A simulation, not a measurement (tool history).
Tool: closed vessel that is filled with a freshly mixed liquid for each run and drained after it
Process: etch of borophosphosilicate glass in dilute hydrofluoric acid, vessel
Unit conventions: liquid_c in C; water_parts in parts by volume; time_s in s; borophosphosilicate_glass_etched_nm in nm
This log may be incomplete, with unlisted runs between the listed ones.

| run | hour | liquid_c | water_parts | time_s | borophosphosilicate_glass_etched_nm |
|---|---|---|---|---|---|
| 1 | 0 | 26 | 270 | 290 | 23.069 |
| 2 | 4.5 | 23 | 270 | 290 | 20.691 |
| 3 | 5 | 23 | 185 | 290 | 33.307 |
| 4 | 6.6 | 23 | 230 | 290 | 25.431 |
| 5 | 13.8 | 26.5 | 220 | 290 | 30.23 |
| 6 | 16.7 | 26.5 | 185 | 290 | 37.665 |
| 7 | 19 | 28 | 185 | 290 | 39.486 |
| 8 | 21.2 | 29 | 185 | 290 | 40.967 |

Run 9, settings as shown, results not yet in. Your forecast:
| 9 | 28.8 | 30 | 185 | 290 | ? |

{"run 9": {"borophosphosilicate_glass_etched_nm": 42.649}}

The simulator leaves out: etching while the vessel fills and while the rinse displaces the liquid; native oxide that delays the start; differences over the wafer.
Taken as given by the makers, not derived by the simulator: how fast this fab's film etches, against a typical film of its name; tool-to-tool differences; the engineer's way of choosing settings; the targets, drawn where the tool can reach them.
